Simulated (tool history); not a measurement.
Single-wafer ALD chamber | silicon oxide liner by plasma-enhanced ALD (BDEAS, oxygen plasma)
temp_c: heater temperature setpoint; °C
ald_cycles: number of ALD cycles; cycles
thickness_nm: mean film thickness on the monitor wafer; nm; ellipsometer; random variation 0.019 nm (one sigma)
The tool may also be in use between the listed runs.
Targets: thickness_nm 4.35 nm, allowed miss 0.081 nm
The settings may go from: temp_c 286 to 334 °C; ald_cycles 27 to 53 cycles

| run | hour | temp_c | ald_cycles | thickness_nm |
|---|---|---|---|---|
| 1 | 0 | 310 | 40 | 3.6315 |
| 2 | 8 | 310 | 35 | 3.1866 |
| 3 | 13.2 | 310 | 31 | 2.7913 |
| 4 | 14.3 | 310 | 27 | 2.4438 |
| 5 | 20.6 | 310 | 32 | 2.9008 |
| 6 | 28.1 | 310 | 27 | 2.4546 |
| 7 | 36.6 | 309 | 31 | 2.8085 |
| 8 | 42.1 | 301 | 37 | 3.3928 |
|  | 50.1 | thermocouple changed; heater temperature recalibrated |
| 9 | 50.1 | 301 | 39 | 3.6217 |
| 10 | 51.7 | 300 | 40 | 3.6929 |
| 11 | 54.3 | 300 | 41 | 3.7991 |
| 12 | 57.5 | 300 | 42 | 3.8955 |
| 13 | 60.2 | 300 | 43 | 3.9807 |
| 14 | 64 | 299 | 44 | 4.0871 |
| 15 | 70.6 | 298 | 45 | 4.2259 |

4 next moves are on the table. One of them brings every result within its allowed miss. Which?
| A | 77.2 | 298 | 44 | ? |
| B | 77.2 | 301 | 47 | ? |
| C | 77.2 | 303 | 46 | ? |
| D | 77.2 | 292 | 43 | ? |

| move | thickness_nm |
|---|---|
| A | 4.0946 |
| B | 4.3319 |
| C | 4.2275 |
| D | 4.0912 |
A: further off than the last run
B: meets every target
C: as far off as the last run
D: further off than the last run
Answer: B
